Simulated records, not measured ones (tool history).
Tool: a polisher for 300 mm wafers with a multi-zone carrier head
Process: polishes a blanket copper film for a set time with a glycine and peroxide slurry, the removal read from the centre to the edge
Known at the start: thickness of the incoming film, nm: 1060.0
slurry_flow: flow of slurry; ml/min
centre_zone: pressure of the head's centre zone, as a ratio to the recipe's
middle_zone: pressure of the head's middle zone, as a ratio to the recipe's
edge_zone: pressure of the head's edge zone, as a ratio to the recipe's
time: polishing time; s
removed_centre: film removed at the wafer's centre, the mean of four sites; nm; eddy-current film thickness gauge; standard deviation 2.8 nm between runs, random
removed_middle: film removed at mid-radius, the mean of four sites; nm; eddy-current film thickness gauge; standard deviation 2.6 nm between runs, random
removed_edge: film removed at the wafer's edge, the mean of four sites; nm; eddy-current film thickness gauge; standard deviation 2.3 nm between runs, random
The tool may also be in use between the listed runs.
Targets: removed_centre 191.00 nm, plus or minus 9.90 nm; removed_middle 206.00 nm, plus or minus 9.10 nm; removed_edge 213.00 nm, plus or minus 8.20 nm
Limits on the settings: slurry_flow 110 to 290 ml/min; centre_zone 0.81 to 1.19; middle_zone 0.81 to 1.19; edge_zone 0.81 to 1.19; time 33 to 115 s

run  hour  slurry_flow  centre_zone  middle_zone  edge_zone  time  removed_centre  removed_middle  removed_edge
  1   0.0          185         1.00         1.00       1.00    73          396.13          389.63        379.48
  2   4.2          180         0.98         0.99       0.99    69          361.38          362.07        364.63
  3   7.3          180         0.98         0.99       0.99    80          418.89          423.07        424.64
  4  13.2          175         0.97         0.99       0.98    75          394.75          400.43        389.42
  5  13.7          175         0.97         0.92       0.98    75          385.30          372.13        381.65
  6  18.9          170         0.95         0.91       0.97    71          357.38          341.08        361.70
  7  23.5          170         0.94         0.92       0.96    67          332.79          329.48        346.86
  8  26.8          165         0.94         0.92       0.95    63          316.43          306.34        315.44
  9  27.7          165         0.93         0.92       0.95    60          299.17          291.95        305.63
 10  31.1          165         0.93         0.92       0.95    60          292.95          290.44        300.71
 11  38.3          160         0.92         0.92       0.94    58          276.20          278.65        294.71

Exactly one of the 4 candidate moves below puts every result within its allowed miss. Which one?
  A  45.5          110         0.93         0.99       1.03    43               ?               ?             ?
  B  45.5          200         1.00         0.93       0.86    71               ?               ?             ?
  C  45.5          185         1.18         0.92       0.84    48               ?               ?             ?
  D  45.5          220         1.08         1.07       0.81    77               ?               ?             ?

move  removed_centre  removed_middle  removed_edge
   A          190.08          203.91        213.99
   B          385.45          359.97        353.98
   C          302.60          238.11        234.76
   D          458.06          445.19        376.91
A: each result inside its tolerance
B: its largest miss is bigger than the last run's
C: its largest miss is bigger than the last run's
D: its largest miss is bigger than the last run's
A is the move that brings every result within its allowed miss.
